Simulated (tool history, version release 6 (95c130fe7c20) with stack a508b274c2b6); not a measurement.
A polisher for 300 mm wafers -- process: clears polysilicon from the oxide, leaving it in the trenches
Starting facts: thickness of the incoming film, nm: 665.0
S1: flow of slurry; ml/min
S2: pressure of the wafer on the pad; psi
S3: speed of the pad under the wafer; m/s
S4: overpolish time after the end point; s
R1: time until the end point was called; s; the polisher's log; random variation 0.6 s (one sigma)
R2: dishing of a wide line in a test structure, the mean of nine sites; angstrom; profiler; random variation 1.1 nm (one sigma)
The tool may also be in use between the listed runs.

Run 1, hour 0: S1 235 ml/min, S2 1.7 psi, S3 0.9 m/s, S4 18 s. Result: R1 81.572 s, R2 461.28 angstrom.
Run 2, hour 3.8: S1 235 ml/min, S2 1.7 psi, S3 0.9 m/s, S4 14 s. Result: R1 83.339 s, R2 435.24 angstrom.
Run 3, hour 9.7: S1 235 ml/min, S2 2.1 psi, S3 0.9 m/s, S4 14 s. Result: R1 68.4 s, R2 450.04 angstrom.
Run 4, hour 13.5: S1 235 ml/min, S2 2.1 psi, S3 0.98 m/s, S4 14 s. Result: R1 61.048 s, R2 453.89 angstrom.
Run 5, hour 20.8: S1 280 ml/min, S2 2.1 psi, S3 0.98 m/s, S4 14 s. Result: R1 60.27 s, R2 434.37 angstrom.
Run 6, hour 22.7: S1 280 ml/min, S2 2.2 psi, S3 1 m/s, S4 15 s. Result: R1 56.318 s, R2 469.06 angstrom.
Run 7, hour 24.9: S1 280 ml/min, S2 2.3 psi, S3 1.02 m/s, S4 15 s. Result: R1 53.443 s, R2 440.14 angstrom.
Run 8, hour 27.3: S1 275 ml/min, S2 2.4 psi, S3 1.04 m/s, S4 16 s. Result: R1 51.692 s, R2 461.01 angstrom.

What does the tool deliver on the next run?
Run 9, hour 30.7: S1 275 ml/min, S2 2.5 psi, S3 1.06 m/s, S4 16 s. Result: R1 ?, R2 ?.

{"run 9": {"R1": 47.303, "R2": 488.58}}
